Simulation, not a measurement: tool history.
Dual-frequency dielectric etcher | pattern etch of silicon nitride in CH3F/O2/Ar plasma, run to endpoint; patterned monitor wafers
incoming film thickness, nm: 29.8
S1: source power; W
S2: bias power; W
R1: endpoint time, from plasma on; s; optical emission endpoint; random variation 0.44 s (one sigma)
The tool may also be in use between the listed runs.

{"run": 1, "hour": 0.0, "S1": 310, "S2": 92, "R1": 45.698}
{"run": 2, "hour": 5.8, "S1": 310, "S2": 86, "R1": 47.244}
{"run": 3, "hour": 12.6, "S1": 330, "S2": 86, "R1": 46.486}
{"run": 4, "hour": 13.1, "S1": 320, "S2": 82, "R1": 47.385}
{"run": 5, "hour": 17.6, "S1": 310, "S2": 79, "R1": 48.969}
{"run": 6, "hour": 20.0, "S1": 310, "S2": 69, "R1": 52.067}

The next listed run, before its measurement:
{"run": 7, "hour": 27.9, "S1": 300, "S2": 68, "R1": "?"}

Run 7 gave R1 53.475 s.
